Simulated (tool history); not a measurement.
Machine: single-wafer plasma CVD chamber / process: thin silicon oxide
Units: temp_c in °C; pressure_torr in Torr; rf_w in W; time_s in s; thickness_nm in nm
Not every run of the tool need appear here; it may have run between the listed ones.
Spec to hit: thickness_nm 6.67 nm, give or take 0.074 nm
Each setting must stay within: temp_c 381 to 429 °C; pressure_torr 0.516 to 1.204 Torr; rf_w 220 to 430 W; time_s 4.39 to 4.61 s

| run | hour | temp_c | pressure_torr | rf_w | time_s | thickness_nm |
|---|---|---|---|---|---|---|
| 1 | 0 | 405 | 0.86 | 325 | 4.61 | 9.4089 |
| 2 | 4.8 | 405 | 0.987 | 325 | 4.61 | 10.667 |
| 3 | 9.8 | 398 | 0.987 | 325 | 4.61 | 10.668 |
| 4 | 18.8 | 398 | 0.851 | 325 | 4.61 | 9.3283 |
| 5 | 26.6 | 398 | 0.851 | 325 | 4.61 | 9.313 |
| 6 | 29.3 | 398 | 0.995 | 325 | 4.61 | 10.705 |
| 7 | 33.5 | 398 | 0.856 | 320 | 4.61 | 9.3237 |
|  | 36.4 | thermocouple changed; heater temperature recalibrated |
| 8 | 36.4 | 398 | 0.758 | 320 | 4.61 | 8.1449 |
| 9 | 40.9 | 398 | 0.71 | 320 | 4.61 | 7.5289 |
| 10 | 44.8 | 398 | 0.684 | 320 | 4.61 | 7.1915 |
| 11 | 52.3 | 398 | 0.609 | 320 | 4.61 | 6.1941 |
| 12 | 57.2 | 396 | 0.62 | 320 | 4.61 | 6.3373 |
| 13 | 58.3 | 400 | 0.624 | 320 | 4.61 | 6.3705 |
| 14 | 65.9 | 397 | 0.626 | 320 | 4.61 | 6.4147 |
| 15 | 72.8 | 397 | 0.633 | 320 | 4.61 | 6.5043 |
| 16 | 81.8 | 397 | 0.638 | 320 | 4.61 | 6.5593 |

Of the 5 settings listed for the next run, only one would bring every result within its allowed miss of target. Which one?
| A | 90.8 | 400 | 0.619 | 365 | 4.52 | ? |
| B | 90.8 | 391 | 0.634 | 360 | 4.54 | ? |
| C | 90.8 | 394 | 0.625 | 340 | 4.56 | ? |
| D | 90.8 | 398 | 0.655 | 315 | 4.39 | ? |
| E | 90.8 | 387 | 0.651 | 300 | 4.44 | ? |

| move | thickness_nm |
|---|---|
| A | 6.4616 |
| B | 6.7013 |
| C | 6.473 |
| D | 6.4486 |
| E | 6.4114 |
A: the biggest miss grows against the last run
B: all results in spec
C: the biggest miss grows against the last run
D: the biggest miss grows against the last run
E: the biggest miss grows against the last run
Move B is the one to make.
